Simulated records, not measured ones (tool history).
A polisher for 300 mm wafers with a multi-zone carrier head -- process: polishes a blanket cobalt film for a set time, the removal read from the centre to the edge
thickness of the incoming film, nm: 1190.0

run  hour  flow of slurry (ml/min)  pressure of the head's centre zone  pressure of the head's middle zone  pressure of the head's edge zone  polishing time (s)  film removed at the wafer's centre (angstrom)  film removed at mid-radius (angstrom)  film removed at the wafer's edge (angstrom)
  1   0.0                      185                                1.00                                1.00                              1.00                  76                                         3066.8                                 2972.3                                       2994.7
  2   8.9                      185                                1.01                                0.98                              0.97                  70                                         2908.4                                 2727.5                                       2757.0
  3  11.2                      185                                1.01                                0.98                              0.97                  84                                         3455.8                                 3227.6                                       3258.3
  4  17.7                      185                                1.01                                0.96                              0.94                  76                                         3103.2                                 2920.7                                       2931.5
  5  20.3                      185                                1.02                                0.95                              0.93                  70                                         2896.7                                 2628.8                                       2730.1
  6  27.3                      185                                1.03                                0.95                              0.91                  65                                         2765.7                                 2461.1                                       2515.9
  7  33.2                      165                                1.01                                0.89                              0.83                  52                                         2079.4                                 1840.3                                       1896.1
  8  35.1                      180                                1.02                                0.90                              0.84                  52                                         2095.5                                 1882.7                                       1920.7
  9  42.4                      185                                1.03                                0.91                              0.86                  52                                         2160.5                                 1968.7                                       1911.3

Run 10 has not been measured yet. What should we expect?
 10  50.5                      180                                1.04                                0.91                              0.88                  53                                              ?                                      ?                                            ?

For run 10 the tool returned film removed at the wafer's centre (angstrom) 2276.2, film removed at mid-radius (angstrom) 1934.7, film removed at the wafer's edge (angstrom) 2016.9.
